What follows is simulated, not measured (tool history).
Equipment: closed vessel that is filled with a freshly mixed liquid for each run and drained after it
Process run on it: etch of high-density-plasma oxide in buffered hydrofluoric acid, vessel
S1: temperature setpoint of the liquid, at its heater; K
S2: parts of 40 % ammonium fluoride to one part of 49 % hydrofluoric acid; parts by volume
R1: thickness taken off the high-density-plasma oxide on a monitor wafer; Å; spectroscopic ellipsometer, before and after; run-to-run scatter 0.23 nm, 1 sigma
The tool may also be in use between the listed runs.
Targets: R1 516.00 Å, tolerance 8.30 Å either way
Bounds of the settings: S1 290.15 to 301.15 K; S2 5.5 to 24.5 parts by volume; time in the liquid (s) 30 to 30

run 1 day=0.000 | S1=293.15 S2=15.0 time_in_the_liquid_(s)=30 | R1=256.39
run 2 day=0.075 | S1=294.15 S2=14.5 time_in_the_liquid_(s)=30 | R1=279.78
run 3 day=0.200 | S1=294.15 S2=10.5 time_in_the_liquid_(s)=30 | R1=386.70
run 4 day=0.388 | S1=294.15 S2=10.5 time_in_the_liquid_(s)=30 | R1=384.74
run 5 day=0.762 | S1=296.15 S2=10.5 time_in_the_liquid_(s)=30 | R1=427.79
run 6 day=1.062 | S1=296.15 S2=12.5 time_in_the_liquid_(s)=30 | R1=363.45
run 7 day=1.375 | S1=296.65 S2=12.5 time_in_the_liquid_(s)=30 | R1=372.94
run 8 day=1.742 | S1=297.15 S2=12.5 time_in_the_liquid_(s)=30 | R1=382.11
run 9 day=2.000 | S1=297.65 S2=12.5 time_in_the_liquid_(s)=30 | R1=388.97
run 10 day=2.312 | S1=298.15 S2=12.5 time_in_the_liquid_(s)=30 | R1=403.92
run 11 day=2.596 | S1=298.65 S2=12.5 time_in_the_liquid_(s)=30 | R1=414.01
run 12 day=2.746 | S1=300.15 S2=12.0 time_in_the_liquid_(s)=30 | R1=469.96
run 13 day=2.808 | S1=300.65 S2=11.5 time_in_the_liquid_(s)=30 | R1=495.90

Which single option among these 5 for the next run brings every result within its allowed miss of target? Just one does.
run A day=2.871 | S1=301.15 S2=11.5 time_in_the_liquid_(s)=30 | R1=?
run B day=2.871 | S1=294.65 S2=8.5 time_in_the_liquid_(s)=30 | R1=?
run C day=2.871 | S1=300.65 S2=12.0 time_in_the_liquid_(s)=30 | R1=?
run D day=2.871 | S1=300.15 S2=12.0 time_in_the_liquid_(s)=30 | R1=?
run E day=2.871 | S1=300.65 S2=12.5 time_in_the_liquid_(s)=30 | R1=?

move=A R1=514.60
move=B R1=471.13
move=C R1=480.70
move=D R1=468.03
move=E R1=461.90
A: every result within its allowed miss
B: further off than the last run
C: further off than the last run
D: further off than the last run
E: further off than the last run
The move that meets every target is A.
